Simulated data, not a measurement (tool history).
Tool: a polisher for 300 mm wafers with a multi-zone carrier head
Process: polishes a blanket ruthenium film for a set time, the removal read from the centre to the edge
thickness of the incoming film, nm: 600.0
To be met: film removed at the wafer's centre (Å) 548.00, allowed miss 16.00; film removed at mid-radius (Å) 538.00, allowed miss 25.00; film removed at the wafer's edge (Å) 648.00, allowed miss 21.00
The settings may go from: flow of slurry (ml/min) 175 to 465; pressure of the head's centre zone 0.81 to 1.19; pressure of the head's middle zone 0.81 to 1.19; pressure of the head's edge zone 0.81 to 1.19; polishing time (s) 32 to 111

run  hour  flow of slurry (ml/min)  pressure of the head's centre zone  pressure of the head's middle zone  pressure of the head's edge zone  polishing time (s)  film removed at the wafer's centre (Å)  film removed at mid-radius (Å)  film removed at the wafer's edge (Å)
  1   0.0                      295                                1.00                                1.00                              1.00                  71                                  440.25                          449.13                                445.73
  2   4.5                      295                                0.99                                0.97                              1.04                  76                                  466.27                          465.25                                490.22
  3  10.3                      295                                0.98                                0.96                              1.07                  79                                  484.59                          471.32                                508.91
  4  14.3                      295                                0.96                                0.95                              1.09                  83                                  500.03                          513.64                                540.99
  5  15.3                      295                                0.96                                0.95                              1.09                  72                                  434.45                          431.75                                480.82
  6  24.1                      295                                0.96                                0.95                              1.09                  60                                  355.02                          367.01                                396.02
     29.5  -- worn pad replaced by a new one
  7  29.5                      295                                0.95                                0.93                              1.11                  68                                  454.82                          450.37                                496.27
  8  31.4                      345                                0.85                                0.85                              1.19                  73                                  434.85                          446.93                                556.10
  9  37.6                      345                                0.87                                0.86                              1.19                  76                                  459.24                          475.07                                574.55
 10  46.3                      345                                0.88                                0.86                              1.19                  78                                  477.61                          487.08                                587.36
 11  50.8                      345                                0.89                                0.86                              1.19                  80                                  503.92                          487.11                                608.00
 12  56.0                      345                                0.89                                0.87                              1.19                  81                                  506.50                          507.15                                627.72
 13  63.1                      350                                0.90                                0.88                              1.19                  81                                  515.14                          519.41                                614.52

4 next moves are on the table. One of them brings every result within its allowed miss. Which?
  A  70.2                      330                                0.88                                0.85                              1.19                  83                                       ?                               ?                                     ?
  B  70.2                      355                                0.89                                0.97                              1.18                  78                                       ?                               ?                                     ?
  C  70.2                      365                                0.91                                0.86                              1.15                  86                                       ?                               ?                                     ?
  D  70.2                      385                                0.85                                0.93                              1.18                  76                                       ?                               ?                                     ?

move  film removed at the wafer's centre (Å)  film removed at mid-radius (Å)  film removed at the wafer's edge (Å)
   A                                  510.13                          506.68                                616.04
   B                                  488.17                          534.19                                578.34
   C                                  551.20                          533.88                                632.87
   D                                  456.78                          505.40                                566.26
A: further off than the last run
B: further off than the last run
C: meets every target
D: further off than the last run
Move C is the one to make.
